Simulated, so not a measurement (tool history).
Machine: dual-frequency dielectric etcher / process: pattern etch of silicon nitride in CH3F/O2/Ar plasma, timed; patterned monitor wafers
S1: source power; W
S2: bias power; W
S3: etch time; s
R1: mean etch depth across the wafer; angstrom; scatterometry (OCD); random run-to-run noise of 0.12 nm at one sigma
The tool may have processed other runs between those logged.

run	hour	S1	S2	S3	R1
1	0	280	75	25.5	154.62
2	6.9	260	75	25.5	151.14
3	15.2	260	75	25.5	149.38
4	16.7	260	75	23	138.28
5	23.1	260	75	25.5	152.61
6	30.1	280	79	25.5	158.85

What does the tool deliver on the next run?
7	36.1	290	80	25.5	?

{"run 7": {"R1": 163.28}}

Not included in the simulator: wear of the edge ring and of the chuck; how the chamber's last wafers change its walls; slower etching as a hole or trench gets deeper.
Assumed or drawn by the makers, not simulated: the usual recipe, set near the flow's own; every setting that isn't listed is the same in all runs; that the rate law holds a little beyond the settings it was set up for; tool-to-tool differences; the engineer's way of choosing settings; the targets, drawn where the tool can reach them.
